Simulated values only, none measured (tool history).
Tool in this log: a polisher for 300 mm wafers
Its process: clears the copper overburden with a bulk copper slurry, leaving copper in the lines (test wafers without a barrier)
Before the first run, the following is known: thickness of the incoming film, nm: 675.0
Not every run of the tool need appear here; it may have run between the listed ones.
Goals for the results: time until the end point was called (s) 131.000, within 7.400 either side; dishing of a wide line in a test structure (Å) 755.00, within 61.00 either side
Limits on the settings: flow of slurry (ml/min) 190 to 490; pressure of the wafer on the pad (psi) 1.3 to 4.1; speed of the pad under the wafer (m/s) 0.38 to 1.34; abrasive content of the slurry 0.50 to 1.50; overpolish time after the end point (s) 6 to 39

| run | day | flow of slurry (ml/min) | pressure of the wafer on the pad (psi) | speed of the pad under the wafer (m/s) | abrasive content of the slurry | overpolish time after the end point (s) | time until the end point was called (s) | dishing of a wide line in a test structure (Å) |
|---|---|---|---|---|---|---|---|---|
| 1 | 0.000 | 315 | 2.7 | 0.86 | 1.00 | 20 | 91.504 | 747.08 |
| 2 | 0.029 | 315 | 3.1 | 0.86 | 1.00 | 20 | 81.754 | 782.03 |
| 3 | 0.196 | 315 | 3.1 | 0.86 | 0.85 | 20 | 84.647 | 791.17 |
| 4 | 0.529 | 315 | 2.7 | 0.84 | 0.85 | 22 | 97.903 | 752.71 |
| 5 | 0.654 | 315 | 2.4 | 0.82 | 0.85 | 24 | 112.150 | 734.16 |
| 6 | 1.004 | 315 | 2.4 | 0.82 | 0.85 | 31 | 112.300 | 869.11 |
| 7 | 1.167 | 315 | 2.3 | 0.82 | 0.85 | 30 | 116.070 | 809.61 |
| 8 | 1.421 | 315 | 2.2 | 0.82 | 0.85 | 30 | 119.910 | 804.71 |
| 9 | 1.525 | 315 | 2.2 | 0.82 | 0.85 | 30 | 121.740 | 784.43 |

4 next moves are on the table. One of them brings every result within its allowed miss. Which?
| A | 1.629 | 265 | 2.4 | 0.68 | 0.90 | 38 | ? | ? |
| B | 1.629 | 315 | 1.9 | 0.90 | 0.90 | 22 | ? | ? |
| C | 1.629 | 330 | 2.2 | 0.86 | 0.90 | 30 | ? | ? |
| D | 1.629 | 315 | 2.3 | 0.72 | 0.85 | 30 | ? | ? |

| move | time until the end point was called (s) | dishing of a wide line in a test structure (Å) |
|---|---|---|
| A | 131.020 | 882.90 |
| B | 132.410 | 613.89 |
| C | 118.390 | 809.22 |
| D | 131.050 | 771.45 |
A: brings the last run's worst result on target, with another outside its allowed miss
B: brings the last run's worst result on target, with another outside its allowed miss
C: its largest miss is bigger than the last run's
D: each result inside its tolerance
Move D is the one to make.

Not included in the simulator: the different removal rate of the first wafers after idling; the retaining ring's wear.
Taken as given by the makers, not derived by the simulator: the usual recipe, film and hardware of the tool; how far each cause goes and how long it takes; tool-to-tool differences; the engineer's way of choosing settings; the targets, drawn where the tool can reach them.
